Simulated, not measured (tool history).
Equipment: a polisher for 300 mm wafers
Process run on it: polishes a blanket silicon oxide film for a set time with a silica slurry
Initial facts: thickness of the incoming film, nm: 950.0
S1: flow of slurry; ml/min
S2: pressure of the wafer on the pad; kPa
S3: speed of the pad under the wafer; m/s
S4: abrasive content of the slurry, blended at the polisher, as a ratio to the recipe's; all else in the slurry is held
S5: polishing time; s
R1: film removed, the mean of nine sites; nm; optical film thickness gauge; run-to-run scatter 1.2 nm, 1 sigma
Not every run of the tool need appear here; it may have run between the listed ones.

{"run": 1, "hour": 0.0, "S1": 125, "S2": 22.8, "S3": 1.4, "S4": 1, "S5": 38, "R1": 119.86}
{"run": 2, "hour": 5.9, "S1": 125, "S2": 22.1, "S3": 1.4, "S4": 1, "S5": 38, "R1": 118.1}
{"run": 3, "hour": 8.2, "S1": 125, "S2": 26.2, "S3": 1.4, "S4": 1, "S5": 38, "R1": 138.35}
{"run": 4, "hour": 15.6, "S1": 125, "S2": 24.8, "S3": 1.4, "S4": 1, "S5": 38, "R1": 130.26}
{"run": 5, "hour": 19.8, "S1": 125, "S2": 24.8, "S3": 1.4, "S4": 1.15, "S5": 38, "R1": 142.04}
{"run": 6, "hour": 22.8, "S1": 125, "S2": 23.4, "S3": 1.4, "S4": 1.15, "S5": 38, "R1": 136.55}
{"run": 7, "hour": 28.9, "S1": 125, "S2": 22.1, "S3": 1.4, "S4": 1.15, "S5": 38, "R1": 129.1}
{"run": 8, "hour": 37.1, "S1": 125, "S2": 21.4, "S3": 1.4, "S4": 1.15, "S5": 38, "R1": 125.06}
{"run": 9, "hour": 40.0, "S1": 125, "S2": 20.7, "S3": 1.4, "S4": 1.15, "S5": 38, "R1": 119.32}
{"run": 10, "hour": 48.3, "S1": 125, "S2": 20, "S3": 1.4, "S4": 1.15, "S5": 38, "R1": 116.04}
{"run": 11, "hour": 54.9, "S1": 125, "S2": 20, "S3": 1.4, "S4": 1.15, "S5": 38, "R1": 117.79}
{"run": 12, "hour": 63.5, "S1": 125, "S2": 20, "S3": 1.4, "S4": 1.15, "S5": 38, "R1": 118.43}
{"run": 13, "hour": 70.5, "S1": 125, "S2": 19.3, "S3": 1.4, "S4": 1.15, "S5": 38, "R1": 116.74}
{"run": 14, "hour": 73.7, "S1": 125, "S2": 18.6, "S3": 1.4, "S4": 1.15, "S5": 38, "R1": 113.35}

The next listed run, before its measurement:
{"run": 15, "hour": 80.0, "S1": 115, "S2": 11.7, "S3": 1.36, "S4": 1.15, "S5": 38, "R1": "?"}

For run 15 the tool returned R1 74.702 nm.
